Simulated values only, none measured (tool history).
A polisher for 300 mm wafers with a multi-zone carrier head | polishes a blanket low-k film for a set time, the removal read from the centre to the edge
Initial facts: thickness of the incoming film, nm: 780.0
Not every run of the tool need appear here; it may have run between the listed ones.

| run | day | flow of slurry (ml/min) | pressure of the head's centre zone | pressure of the head's middle zone | pressure of the head's edge zone | abrasive content of the slurry | polishing time (s) | film removed at the wafer's centre (angstrom) | film removed at mid-radius (angstrom) | film removed at the wafer's edge (angstrom) |
|---|---|---|---|---|---|---|---|---|---|---|
| 1 | 0 | 235 | 1 | 1 | 1 | 1 | 85 | 251.83 | 287.98 | 288.86 |
| 2 | 0.092 | 235 | 1 | 1 | 1 | 1.15 | 85 | 271.55 | 305.86 | 310.29 |
| 3 | 0.408 | 240 | 1.01 | 1 | 1.04 | 1.25 | 90 | 305.93 | 349.07 | 349.34 |
| 4 | 0.667 | 240 | 1.01 | 1 | 1.04 | 1.25 | 78 | 270.18 | 297.2 | 308.41 |
| 5 | 0.762 | 240 | 0.95 | 1 | 1.04 | 1.25 | 78 | 252.61 | 293.41 | 306.13 |
| 6 | 1.004 | 240 | 0.91 | 1 | 1.04 | 1.25 | 78 | 241.26 | 299.29 | 304.85 |
|  | 1.296 | centre zone pressure recalibrated |
| 7 | 1.296 | 245 | 0.95 | 0.98 | 1.07 | 1.35 | 85 | 311.02 | 329.62 | 355.21 |
| 8 | 1.604 | 240 | 0.94 | 0.99 | 1.1 | 1.4 | 90 | 348.82 | 360.06 | 383.43 |

For run 9, what comes out?
| 9 | 1.929 | 265 | 0.9 | 0.98 | 1.11 | 1.45 | 93 | ? | ? | ? |

{"run 9": {"film removed at the wafer's centre (angstrom)": 340, "film removed at mid-radius (angstrom)": 380.77, "film removed at the wafer's edge (angstrom)": 401.25}}

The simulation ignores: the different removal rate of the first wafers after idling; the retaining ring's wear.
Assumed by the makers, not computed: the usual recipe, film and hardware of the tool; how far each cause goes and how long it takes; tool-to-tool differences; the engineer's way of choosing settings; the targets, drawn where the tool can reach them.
